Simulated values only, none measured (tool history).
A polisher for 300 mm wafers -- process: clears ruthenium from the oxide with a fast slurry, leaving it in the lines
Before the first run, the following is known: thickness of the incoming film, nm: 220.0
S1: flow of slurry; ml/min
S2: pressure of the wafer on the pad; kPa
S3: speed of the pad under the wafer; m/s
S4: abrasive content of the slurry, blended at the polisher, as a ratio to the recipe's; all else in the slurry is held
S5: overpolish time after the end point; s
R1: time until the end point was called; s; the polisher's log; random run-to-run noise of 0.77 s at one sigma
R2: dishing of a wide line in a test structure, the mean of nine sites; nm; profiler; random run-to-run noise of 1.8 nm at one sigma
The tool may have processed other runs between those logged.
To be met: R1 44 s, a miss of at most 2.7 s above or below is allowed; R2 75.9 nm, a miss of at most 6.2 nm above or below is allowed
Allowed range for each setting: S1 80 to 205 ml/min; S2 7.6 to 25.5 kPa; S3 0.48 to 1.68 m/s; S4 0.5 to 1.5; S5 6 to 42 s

Run 1, hour 0: S1 135 ml/min, S2 16.5 kPa, S3 1.08 m/s, S4 1, S5 21 s. Result: R1 61.557 s, R2 57.712 nm.
Run 2, hour 6.9: S1 135 ml/min, S2 16.5 kPa, S3 1.08 m/s, S4 0.9, S5 21 s. Result: R1 65.45 s, R2 55.815 nm.
Run 3, hour 13.5: S1 135 ml/min, S2 16.5 kPa, S3 1.32 m/s, S4 0.9, S5 21 s. Result: R1 53.737 s, R2 65.493 nm.
Run 4, hour 16.1: S1 135 ml/min, S2 16.5 kPa, S3 1.44 m/s, S4 0.9, S5 21 s. Result: R1 51.428 s, R2 72.22 nm.
Run 5, hour 20: S1 135 ml/min, S2 16.5 kPa, S3 1.24 m/s, S4 0.9, S5 21 s. Result: R1 57.612 s, R2 63.566 nm.
Run 6, hour 22.4: S1 135 ml/min, S2 16.5 kPa, S3 1.04 m/s, S4 0.9, S5 21 s. Result: R1 68.421 s, R2 55.199 nm.
Run 7, hour 25.6: S1 135 ml/min, S2 17.9 kPa, S3 1.06 m/s, S4 0.9, S5 21 s. Result: R1 60.621 s, R2 60.876 nm.
Run 8, hour 28.8: S1 135 ml/min, S2 19.3 kPa, S3 1.06 m/s, S4 0.9, S5 20 s. Result: R1 57.939 s, R2 58.522 nm.
Run 9, hour 29.7: S1 135 ml/min, S2 20.7 kPa, S3 1.08 m/s, S4 0.9, S5 20 s. Result: R1 53.54 s, R2 65.006 nm.
Run 10, hour 30.8: S1 135 ml/min, S2 21.4 kPa, S3 1.08 m/s, S4 0.9, S5 20 s. Result: R1 52.294 s, R2 63.274 nm.
Run 11, hour 37.3: S1 135 ml/min, S2 22.1 kPa, S3 1.1 m/s, S4 0.9, S5 20 s. Result: R1 49.044 s, R2 70.42 nm.
Run 12, hour 45.4: S1 135 ml/min, S2 22.8 kPa, S3 1.1 m/s, S4 0.9, S5 20 s. Result: R1 47.979 s, R2 68.68 nm.

Of the 4 settings listed for the next run, only one would bring every result within its allowed miss of target. Which one?
Run A, hour 53.5: S1 125 ml/min, S2 24.1 kPa, S3 1.12 m/s, S4 0.85, S5 16 s. Result: R1 ?, R2 ?.
Run B, hour 53.5: S1 115 ml/min, S2 22.8 kPa, S3 1.2 m/s, S4 1, S5 15 s. Result: R1 ?, R2 ?.
Run C, hour 53.5: S1 125 ml/min, S2 20.7 kPa, S3 0.96 m/s, S4 1.1, S5 23 s. Result: R1 ?, R2 ?.
Run D, hour 53.5: S1 135 ml/min, S2 21.4 kPa, S3 1.22 m/s, S4 0.95, S5 21 s. Result: R1 ?, R2 ?.

move      R1      R2
   A  46.531  60.143
   B  42.505  61.522
   C  53.785   72.57
   D  44.189  79.287
A: the worst result of the last run now meets its target, but another is out of spec
B: the worst result of the last run now meets its target, but another is out of spec
C: misses by more than the last run did
D: hits every target within its allowed miss
Answer: D
